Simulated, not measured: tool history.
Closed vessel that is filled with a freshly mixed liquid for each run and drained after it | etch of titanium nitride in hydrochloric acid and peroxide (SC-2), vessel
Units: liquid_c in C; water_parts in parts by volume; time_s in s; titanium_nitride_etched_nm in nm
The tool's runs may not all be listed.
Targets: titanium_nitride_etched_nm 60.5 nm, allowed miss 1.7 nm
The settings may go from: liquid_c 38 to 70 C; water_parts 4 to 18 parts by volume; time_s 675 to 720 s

| run | hour | liquid_c | water_parts | time_s | titanium_nitride_etched_nm |
|---|---|---|---|---|---|
| 1 | 0 | 54 | 10 | 675 | 18.669 |
| 2 | 2.6 | 54 | 10 | 675 | 18.605 |
| 3 | 11.9 | 54 | 10 | 675 | 18.618 |
| 4 | 14.4 | 54 | 10 | 675 | 18.899 |
| 5 | 20.4 | 56 | 10 | 675 | 21.445 |
| 6 | 22.9 | 58 | 10 | 675 | 24.456 |
| 7 | 29.9 | 59.5 | 10 | 675 | 26.566 |
| 8 | 39 | 61 | 9.5 | 675 | 30.604 |
| 9 | 44.3 | 62 | 9.5 | 675 | 31.957 |
| 10 | 47.6 | 63 | 9 | 675 | 35.648 |
| 11 | 48.9 | 64 | 9 | 675 | 38.319 |
| 12 | 54.1 | 65 | 9 | 675 | 40.533 |
| 13 | 57.6 | 65.5 | 9 | 675 | 42.526 |
| 14 | 59.4 | 66 | 9 | 675 | 43.471 |
| 15 | 65.4 | 66.5 | 9 | 675 | 44.519 |

Which of these 5 next moves meets every target?
| A | 71.4 | 69.5 | 8.5 | 680 | ? |
| B | 71.4 | 66.5 | 5.5 | 720 | ? |
| C | 71.4 | 62 | 4 | 710 | ? |
| D | 71.4 | 70 | 8 | 675 | ? |
| E | 71.4 | 63.5 | 11 | 675 | ? |

| move | titanium_nitride_etched_nm |
|---|---|
| A | 55.818 |
| B | 68.634 |
| C | 63.83 |
| D | 59.872 |
| E | 31.266 |
A: nearer than the last run, and not there yet
B: takes the result that was furthest off past its target
C: takes the result that was furthest off past its target
D: meets every target
E: further off than the last run
Answer: D
